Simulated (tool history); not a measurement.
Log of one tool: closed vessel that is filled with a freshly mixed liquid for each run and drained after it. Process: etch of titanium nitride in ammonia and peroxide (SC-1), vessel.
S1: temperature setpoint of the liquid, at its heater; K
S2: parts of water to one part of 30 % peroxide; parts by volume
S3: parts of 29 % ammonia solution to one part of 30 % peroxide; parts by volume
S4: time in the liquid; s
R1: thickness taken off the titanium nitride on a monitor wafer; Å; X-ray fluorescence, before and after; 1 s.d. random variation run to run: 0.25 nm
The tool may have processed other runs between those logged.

{"run": 1, "hour": 0.0, "S1": 335.15, "S2": 25.0, "S3": 0.75, "S4": 90, "R1": 152.63}
{"run": 2, "hour": 6.2, "S1": 335.15, "S2": 20.0, "S3": 0.75, "S4": 90, "R1": 174.47}
{"run": 3, "hour": 7.7, "S1": 335.15, "S2": 20.0, "S3": 0.75, "S4": 90, "R1": 173.84}
{"run": 4, "hour": 11.7, "S1": 337.65, "S2": 19.0, "S3": 0.75, "S4": 90, "R1": 213.24}
{"run": 5, "hour": 17.2, "S1": 339.65, "S2": 18.5, "S3": 0.75, "S4": 90, "R1": 240.49}
{"run": 6, "hour": 18.9, "S1": 339.65, "S2": 24.5, "S3": 0.75, "S4": 90, "R1": 209.22}
{"run": 7, "hour": 23.5, "S1": 340.65, "S2": 22.0, "S3": 0.75, "S4": 90, "R1": 235.49}

Run 8 has not been measured yet. What should we expect?
{"run": 8, "hour": 28.2, "S1": 341.65, "S2": 20.0, "S3": 0.75, "S4": 90, "R1": "?"}

R1: 260.44 Å
